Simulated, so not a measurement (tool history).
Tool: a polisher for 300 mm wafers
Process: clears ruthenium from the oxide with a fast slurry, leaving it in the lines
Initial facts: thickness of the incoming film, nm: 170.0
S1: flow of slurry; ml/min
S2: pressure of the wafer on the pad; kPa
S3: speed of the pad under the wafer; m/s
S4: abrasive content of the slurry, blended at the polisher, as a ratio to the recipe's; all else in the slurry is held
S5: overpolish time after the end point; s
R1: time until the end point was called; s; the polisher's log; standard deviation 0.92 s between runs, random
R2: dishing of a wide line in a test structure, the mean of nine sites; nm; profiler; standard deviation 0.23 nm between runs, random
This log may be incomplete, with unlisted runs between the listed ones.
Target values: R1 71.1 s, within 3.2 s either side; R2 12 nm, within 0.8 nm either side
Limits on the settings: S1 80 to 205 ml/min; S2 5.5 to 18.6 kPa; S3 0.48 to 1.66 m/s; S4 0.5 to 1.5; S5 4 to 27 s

run    day   S1    S2    S3    S4  S5      R1      R2
  1      0  135  11.7  1.06     1  14  66.743  28.091
  2  0.317  135  11.7  1.06   1.2  14  62.623  30.868
  3  0.633  135  11.7  1.06   1.2  12  61.291   26.44
  4    0.9  135  11.7  1.06     1  12  67.428  24.157
  5  0.938  135  11.7  1.06     1  14  66.939  28.333
  6  1.071  140  11.7  1.06  0.95  11   68.88  22.471
  7  1.296  125  11.7  1.06  0.95   9  72.522  18.218
  8  1.575  115  12.4  1.06  0.95   8  68.909   16.39
  9  1.683  100  12.4  1.04  0.95   4  74.725  7.9324
 10  1.779  110  12.4  1.04  0.95   4  69.919   7.887
 11  1.996  115  12.4  1.06   0.9   5  71.784  10.138
 12  2.046  140  12.4  1.06  0.85   5  71.099  10.145

Consider the 4 candidate settings below. Which is the only one whose results all fall within their allowed miss of target?
  A  2.096  135    11  1.06  0.95   6   ?   ?
  B  2.096  140   8.3  1.24     1   5   ?   ?
  C  2.096  135  10.3  1.16   0.9   7   ?   ?
  D  2.096  150  13.1  1.12   0.7   4   ?   ?

move      R1      R2
   A  72.597  11.821
   B  70.912  10.117
   C  71.032  14.038
   D  71.814  8.0226
A: meets every target
B: no better and no worse than the last run
C: the result that was furthest off in the last run now lies on the other side of its target
D: its largest miss is bigger than the last run's
Move A is the one to make.
